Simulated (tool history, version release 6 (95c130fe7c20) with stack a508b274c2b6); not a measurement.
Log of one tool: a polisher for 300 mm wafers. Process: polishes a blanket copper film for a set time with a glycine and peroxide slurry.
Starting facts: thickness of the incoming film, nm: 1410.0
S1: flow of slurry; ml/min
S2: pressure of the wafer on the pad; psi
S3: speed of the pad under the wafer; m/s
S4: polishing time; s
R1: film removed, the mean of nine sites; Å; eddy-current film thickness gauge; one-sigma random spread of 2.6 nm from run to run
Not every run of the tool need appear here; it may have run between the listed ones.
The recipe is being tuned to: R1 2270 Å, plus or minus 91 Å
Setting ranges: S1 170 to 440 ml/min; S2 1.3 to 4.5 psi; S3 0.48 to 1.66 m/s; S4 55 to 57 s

{"run": 1, "day": 0.0, "S1": 280, "S2": 2.9, "S3": 1.06, "S4": 55, "R1": 3418.6}
{"run": 2, "day": 0.179, "S1": 280, "S2": 2.6, "S3": 1.06, "S4": 55, "R1": 3157.8}
{"run": 3, "day": 0.346, "S1": 280, "S2": 2.6, "S3": 0.88, "S4": 55, "R1": 2755.8}
{"run": 4, "day": 0.692, "S1": 280, "S2": 2.6, "S3": 0.88, "S4": 57, "R1": 2841}
{"run": 5, "day": 0.758, "S1": 310, "S2": 2.6, "S3": 0.88, "S4": 57, "R1": 2839.4}
{"run": 6, "day": 0.946, "S1": 310, "S2": 2.6, "S3": 0.88, "S4": 55, "R1": 2737.1}
{"run": 7, "day": 1.233, "S1": 310, "S2": 2.5, "S3": 0.88, "S4": 55, "R1": 2707.5}
{"run": 8, "day": 1.45, "S1": 310, "S2": 2.5, "S3": 0.88, "S4": 55, "R1": 2708.6}
{"run": 9, "day": 1.642, "S1": 310, "S2": 2.3, "S3": 0.88, "S4": 55, "R1": 2584.1}
{"run": 10, "day": 1.779, "S1": 310, "S2": 2.2, "S3": 0.88, "S4": 55, "R1": 2499.8}
{"run": 11, "day": 2.154, "S1": 310, "S2": 2.1, "S3": 0.88, "S4": 55, "R1": 2484.5}
{"run": 12, "day": 2.388, "S1": 310, "S2": 2, "S3": 0.88, "S4": 55, "R1": 2433.1}
{"run": 13, "day": 2.704, "S1": 310, "S2": 1.9, "S3": 0.88, "S4": 55, "R1": 2362.5}

4 next moves are on the table. One of them brings every result within its allowed miss. Which?
{"run": "A", "day": 3.021, "S1": 260, "S2": 1.6, "S3": 0.9, "S4": 57, "R1": "?"}
{"run": "B", "day": 3.021, "S1": 280, "S2": 1.7, "S3": 1, "S4": 55, "R1": "?"}
{"run": "C", "day": 3.021, "S1": 440, "S2": 1.8, "S3": 0.92, "S4": 57, "R1": "?"}
{"run": "D", "day": 3.021, "S1": 300, "S2": 1.8, "S3": 0.94, "S4": 57, "R1": "?"}

move=A R1=2322.9
move=B R1=2492.8
move=C R1=2569
move=D R1=2543.7
A: in spec on every target
B: further off than the last run
C: further off than the last run
D: further off than the last run
Move A is the one to make.

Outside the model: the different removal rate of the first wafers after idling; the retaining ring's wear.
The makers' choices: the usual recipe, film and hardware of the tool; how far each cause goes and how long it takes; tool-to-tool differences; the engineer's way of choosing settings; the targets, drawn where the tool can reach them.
